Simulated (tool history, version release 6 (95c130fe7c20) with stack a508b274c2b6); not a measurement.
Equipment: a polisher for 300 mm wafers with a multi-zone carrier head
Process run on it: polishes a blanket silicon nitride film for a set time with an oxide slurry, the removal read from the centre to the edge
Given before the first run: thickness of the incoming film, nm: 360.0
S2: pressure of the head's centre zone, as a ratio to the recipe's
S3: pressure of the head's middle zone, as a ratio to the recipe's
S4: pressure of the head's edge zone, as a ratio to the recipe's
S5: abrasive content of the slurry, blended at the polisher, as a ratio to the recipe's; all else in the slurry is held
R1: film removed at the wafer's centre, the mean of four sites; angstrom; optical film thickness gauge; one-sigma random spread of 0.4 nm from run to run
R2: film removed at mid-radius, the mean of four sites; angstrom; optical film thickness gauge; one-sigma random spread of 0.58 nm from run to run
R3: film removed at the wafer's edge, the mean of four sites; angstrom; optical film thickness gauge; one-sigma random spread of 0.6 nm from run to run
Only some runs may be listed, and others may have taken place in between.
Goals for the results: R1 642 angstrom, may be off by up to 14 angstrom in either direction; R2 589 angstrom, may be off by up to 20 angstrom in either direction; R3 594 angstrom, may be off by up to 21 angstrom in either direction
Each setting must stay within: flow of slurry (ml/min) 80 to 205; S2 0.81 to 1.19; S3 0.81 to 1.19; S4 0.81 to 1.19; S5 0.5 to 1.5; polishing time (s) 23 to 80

{"run": 1, "hour": 0.0, "flow of slurry (ml/min)": 135, "S2": 1, "S3": 1, "S4": 1, "S5": 1, "polishing time (s)": 51, "R1": 397.28, "R2": 395.18, "R3": 383.58}
{"run": 2, "hour": 4.6, "flow of slurry (ml/min)": 135, "S2": 1, "S3": 1, "S4": 1, "S5": 0.8, "polishing time (s)": 51, "R1": 355.61, "R2": 348.86, "R3": 342.01}
{"run": 3, "hour": 5.6, "flow of slurry (ml/min)": 140, "S2": 1.02, "S3": 1, "S4": 1.03, "S5": 0.9, "polishing time (s)": 51, "R1": 387.35, "R2": 366.82, "R3": 366.91}
{"run": 4, "hour": 9.8, "flow of slurry (ml/min)": 140, "S2": 1.02, "S3": 1, "S4": 1.03, "S5": 1.05, "polishing time (s)": 51, "R1": 420.87, "R2": 405.81, "R3": 399.76}
{"run": 5, "hour": 12.5, "flow of slurry (ml/min)": 145, "S2": 1.03, "S3": 1, "S4": 1.05, "S5": 1.15, "polishing time (s)": 52, "R1": 449.76, "R2": 430.38, "R3": 427.27}
{"run": 6, "hour": 14.4, "flow of slurry (ml/min)": 145, "S2": 1.03, "S3": 1, "S4": 0.99, "S5": 1.15, "polishing time (s)": 52, "R1": 447.96, "R2": 428.98, "R3": 413.75}
{"run": 7, "hour": 21.2, "flow of slurry (ml/min)": 145, "S2": 1.04, "S3": 1.01, "S4": 1.02, "S5": 1.2, "polishing time (s)": 53, "R1": 472.94, "R2": 447.95, "R3": 435.08}
{"run": 8, "hour": 29.8, "flow of slurry (ml/min)": 150, "S2": 1.05, "S3": 1.01, "S4": 1.04, "S5": 1.25, "polishing time (s)": 54, "R1": 497.77, "R2": 469.91, "R3": 463.27}
{"run": 9, "hour": 37.4, "flow of slurry (ml/min)": 155, "S2": 1.06, "S3": 1.02, "S4": 1.06, "S5": 1.3, "polishing time (s)": 55, "R1": 518.07, "R2": 487.13, "R3": 490.3}
{"run": 10, "hour": 39.2, "flow of slurry (ml/min)": 160, "S2": 1.08, "S3": 1.04, "S4": 1.07, "S5": 1.35, "polishing time (s)": 56, "R1": 550.63, "R2": 521.8, "R3": 505.78}
{"run": 11, "hour": 41.5, "flow of slurry (ml/min)": 165, "S2": 1.09, "S3": 1.04, "S4": 1.08, "S5": 1.4, "polishing time (s)": 56, "R1": 570.21, "R2": 519.55, "R3": 512.62}
{"run": 12, "hour": 42.5, "flow of slurry (ml/min)": 175, "S2": 1.08, "S3": 1.09, "S4": 1.18, "S5": 1.5, "polishing time (s)": 60, "R1": 626.9, "R2": 597.73, "R3": 594.61}

Pick the move, out of 5, that brings all results within their allowed miss; only one does.
{"run": "A", "hour": 43.5, "flow of slurry (ml/min)": 145, "S2": 1.06, "S3": 1.08, "S4": 1.19, "S5": 1.4, "polishing time (s)": 63, "R1": "?", "R2": "?", "R3": "?"}
{"run": "B", "hour": 43.5, "flow of slurry (ml/min)": 185, "S2": 1.01, "S3": 1.09, "S4": 1.17, "S5": 1.35, "polishing time (s)": 63, "R1": "?", "R2": "?", "R3": "?"}
{"run": "C", "hour": 43.5, "flow of slurry (ml/min)": 185, "S2": 1.1, "S3": 1.05, "S4": 1.16, "S5": 1.45, "polishing time (s)": 60, "R1": "?", "R2": "?", "R3": "?"}
{"run": "D", "hour": 43.5, "flow of slurry (ml/min)": 135, "S2": 1.14, "S3": 1.17, "S4": 1.15, "S5": 1.25, "polishing time (s)": 66, "R1": "?", "R2": "?", "R3": "?"}
{"run": "E", "hour": 43.5, "flow of slurry (ml/min)": 160, "S2": 1.04, "S3": 1.07, "S4": 1.19, "S5": 1.45, "polishing time (s)": 62, "R1": "?", "R2": "?", "R3": "?"}

move=A R1=601.81 R2=597.23 R3=605.52
move=B R1=592.99 R2=619.61 R3=610.38
move=C R1=631.87 R2=586.73 R3=594.65
move=D R1=639.36 R2=632.19 R3=589.74
move=E R1=600.75 R2=601.63 R3=611.72
A: the biggest miss grows against the last run
B: the biggest miss grows against the last run
C: all results land within tolerance of their targets
D: brings the result that was furthest off to its target, and leaves another outside
E: the biggest miss grows against the last run
The move that meets every target is C.

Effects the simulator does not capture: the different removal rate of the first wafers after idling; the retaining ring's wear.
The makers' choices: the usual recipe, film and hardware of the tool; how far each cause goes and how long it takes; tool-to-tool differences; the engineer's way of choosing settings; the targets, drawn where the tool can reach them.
